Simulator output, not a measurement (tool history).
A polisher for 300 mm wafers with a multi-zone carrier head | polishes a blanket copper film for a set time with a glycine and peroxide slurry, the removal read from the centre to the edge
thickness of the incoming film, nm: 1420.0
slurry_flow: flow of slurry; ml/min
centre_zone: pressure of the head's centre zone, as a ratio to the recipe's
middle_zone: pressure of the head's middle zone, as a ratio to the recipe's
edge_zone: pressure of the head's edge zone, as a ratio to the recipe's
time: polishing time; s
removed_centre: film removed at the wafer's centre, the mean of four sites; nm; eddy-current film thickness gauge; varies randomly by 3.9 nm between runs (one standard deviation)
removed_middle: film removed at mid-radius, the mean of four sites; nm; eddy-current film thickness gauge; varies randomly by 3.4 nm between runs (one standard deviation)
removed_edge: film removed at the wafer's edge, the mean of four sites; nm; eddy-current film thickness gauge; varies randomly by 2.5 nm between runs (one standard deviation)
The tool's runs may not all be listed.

run  hour  slurry_flow  centre_zone  middle_zone  edge_zone  time  removed_centre  removed_middle  removed_edge
  1   0.0          155         1.00         1.00       1.00    63          358.24          367.01        368.66
  2   8.4          155         1.00         0.92       1.00    63          355.94          349.71        367.69
  3  11.0          155         1.00         0.92       0.96    63          364.12          339.68        360.67
  4  13.4          135         1.00         0.92       0.96    63          343.67          334.88        350.06
  5  14.8          125         0.96         0.95       0.94    62          313.61          322.51        343.90
  6  21.8          120         0.95         1.02       0.92    61          300.99          334.59        331.25

Run 7, settings as shown, results not yet in. Your forecast:
  7  29.4          115         0.94         1.04       0.91    61               ?               ?             ?

Logged for run 7: removed_centre 293.41 nm, removed_middle 339.55 nm, removed_edge 320.31 nm.

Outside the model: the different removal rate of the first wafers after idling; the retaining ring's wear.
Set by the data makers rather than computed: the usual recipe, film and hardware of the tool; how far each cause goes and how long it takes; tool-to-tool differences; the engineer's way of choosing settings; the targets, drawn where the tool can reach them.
